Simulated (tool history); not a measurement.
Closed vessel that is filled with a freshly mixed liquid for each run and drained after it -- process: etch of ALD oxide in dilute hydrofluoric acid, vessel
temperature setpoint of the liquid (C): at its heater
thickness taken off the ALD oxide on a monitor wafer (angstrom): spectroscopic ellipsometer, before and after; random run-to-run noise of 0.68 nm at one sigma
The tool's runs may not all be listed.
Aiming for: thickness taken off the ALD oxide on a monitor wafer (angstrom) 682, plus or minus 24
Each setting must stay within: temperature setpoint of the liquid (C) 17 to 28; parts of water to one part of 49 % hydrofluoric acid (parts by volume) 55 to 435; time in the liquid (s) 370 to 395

run   hour  temperature setpoint of the liquid (C)  parts of water to one part of 49 % hydrofluoric acid (parts by volume)  time in the liquid (s)  thickness taken off the ALD oxide on a monitor wafer (angstrom)
  1      0                                      20                                                                     245                     370                                                           319.82
  2    9.3                                      22                                                                     245                     370                                                           339.08
  3   16.3                                    25.5                                                                     245                     370                                                           382.93
  4     25                                    25.5                                                                     245                     370                                                           383.52
  5   31.4                                    25.5                                                                     235                     370                                                           412.26
  6   39.7                                    25.5                                                                     235                     370                                                           405.09
  7   46.8                                    25.5                                                                     225                     370                                                           428.73
  8   51.5                                    25.5                                                                     215                     370                                                           453.58
  9   56.2                                    25.5                                                                     215                     370                                                           454.33
 10   59.1                                      28                                                                     140                     370                                                           830.02
 11   65.8                                    27.5                                                                     140                     370                                                           828.52
 12   72.1                                      27                                                                     140                     370                                                           804.84
 13   80.1                                    26.5                                                                     140                     370                                                           802.71
 14   88.6                                      26                                                                     140                     370                                                           770.58
 15   95.3                                    25.5                                                                     140                     370                                                           765.88
 16  102.6                                      25                                                                     140                     370                                                           744.83
 17  108.5                                      24                                                                     140                     370                                                            734.7

Which one of the following 5 next-run settings gets every result inside its allowed miss? There is exactly one.
  A  114.4                                      24                                                                     160                     370                                                                ?
  B  114.4                                    23.5                                                                     145                     370                                                                ?
  C  114.4                                      17                                                                     115                     395                                                                ?
  D  114.4                                      22                                                                     145                     370                                                                ?
  E  114.4                                    19.5                                                                     120                     380                                                                ?

move  thickness taken off the ALD oxide on a monitor wafer (angstrom)
   A                                                           610.29
   B                                                           671.99
   C                                                           719.41
   D                                                           633.95
   E                                                           731.53
A: carries the result that was furthest off beyond its target, to the other side
B: all results land within tolerance of their targets
C: nearer the targets than the last run, but a result is still out of spec
D: carries the result that was furthest off beyond its target, to the other side
E: nearer the targets than the last run, but a result is still out of spec
Move B is the one to make.
